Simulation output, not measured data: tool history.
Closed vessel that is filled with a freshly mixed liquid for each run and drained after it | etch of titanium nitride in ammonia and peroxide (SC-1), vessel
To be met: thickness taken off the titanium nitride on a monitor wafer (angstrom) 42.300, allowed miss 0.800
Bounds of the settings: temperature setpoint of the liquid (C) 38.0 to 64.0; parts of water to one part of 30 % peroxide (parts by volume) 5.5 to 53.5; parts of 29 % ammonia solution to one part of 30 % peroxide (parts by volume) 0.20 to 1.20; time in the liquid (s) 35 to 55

| run | hour | temperature setpoint of the liquid (C) | parts of water to one part of 30 % peroxide (parts by volume) | parts of 29 % ammonia solution to one part of 30 % peroxide (parts by volume) | time in the liquid (s) | thickness taken off the titanium nitride on a monitor wafer (angstrom) |
|---|---|---|---|---|---|---|
| 1 | 0.0 | 48.0 | 29.5 | 0.80 | 55 | 23.924 |
| 2 | 2.4 | 48.0 | 37.5 | 0.80 | 55 | 20.801 |
| 3 | 8.5 | 51.0 | 37.5 | 0.80 | 55 | 26.008 |
| 4 | 9.7 | 53.0 | 37.5 | 0.80 | 55 | 29.611 |
| 5 | 13.2 | 53.0 | 42.5 | 0.80 | 55 | 27.610 |
| 6 | 16.3 | 53.0 | 42.5 | 0.80 | 55 | 27.442 |
| 7 | 18.9 | 53.0 | 42.5 | 0.80 | 55 | 27.593 |
| 8 | 22.2 | 54.5 | 42.5 | 0.80 | 55 | 30.811 |
| 9 | 27.5 | 56.0 | 42.5 | 0.80 | 55 | 33.808 |

5 next moves are on the table. One of them brings every result within its allowed miss. Which?
| A | 32.8 | 60.5 | 52.0 | 1.00 | 55 | ? |
| B | 32.8 | 58.5 | 39.0 | 1.10 | 50 | ? |
| C | 32.8 | 62.0 | 50.5 | 0.70 | 55 | ? |
| D | 32.8 | 60.0 | 44.0 | 0.90 | 55 | ? |
| E | 32.8 | 58.0 | 35.0 | 0.85 | 55 | ? |

| move | thickness taken off the titanium nitride on a monitor wafer (angstrom) |
|---|---|
| A | 42.311 |
| B | 40.491 |
| C | 44.330 |
| D | 44.202 |
| E | 43.693 |
A: meets every target
B: nearer than the last run, and not there yet
C: takes the result that was furthest off past its target
D: takes the result that was furthest off past its target
E: takes the result that was furthest off past its target
The right move is A.
